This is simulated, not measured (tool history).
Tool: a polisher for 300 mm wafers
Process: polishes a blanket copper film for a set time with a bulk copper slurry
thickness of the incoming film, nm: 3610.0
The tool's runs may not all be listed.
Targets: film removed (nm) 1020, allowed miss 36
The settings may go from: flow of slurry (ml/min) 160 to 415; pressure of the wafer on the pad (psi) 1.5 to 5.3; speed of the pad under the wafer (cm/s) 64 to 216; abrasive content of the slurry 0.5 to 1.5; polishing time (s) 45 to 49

run	day	flow of slurry (ml/min)	pressure of the wafer on the pad (psi)	speed of the pad under the wafer (cm/s)	abrasive content of the slurry	polishing time (s)	film removed (nm)
1	0	265	3.4	140	1	49	718.9
2	0.104	320	3.4	140	1	49	739.61
3	0.188	320	4	140	1	49	870.89
4	0.546	385	4	140	1	49	866.81
5	0.908	385	4.2	140	1	49	931.14
6	1.05	385	4.2	122	1	49	820.39
7	1.342	385	4.4	122	1	49	853.4
8	1.538	385	4.6	122	1	49	877.46
9	1.596	385	4.8	122	1	49	927.18
10	1.854	385	4.9	122	1	49	917.8
11	1.925	385	5	124	1	49	970.29
12	2.146	385	5	124	1	49	971.33
13	2.3	385	5	124	1	49	970.89

Which of these 4 next moves meets every target?
A	2.454	335	5.3	110	1	49	?
B	2.454	360	5	126	1	48	?
C	2.454	415	4.5	148	0.85	49	?
D	2.454	370	4.5	136	0.9	49	?

move	film removed (nm)
A	922.02
B	976.43
C	1031.5
D	952.97
A: further off than the last run
B: nearer than the last run, and not there yet
C: meets every target
D: further off than the last run
Move C is the one to make.
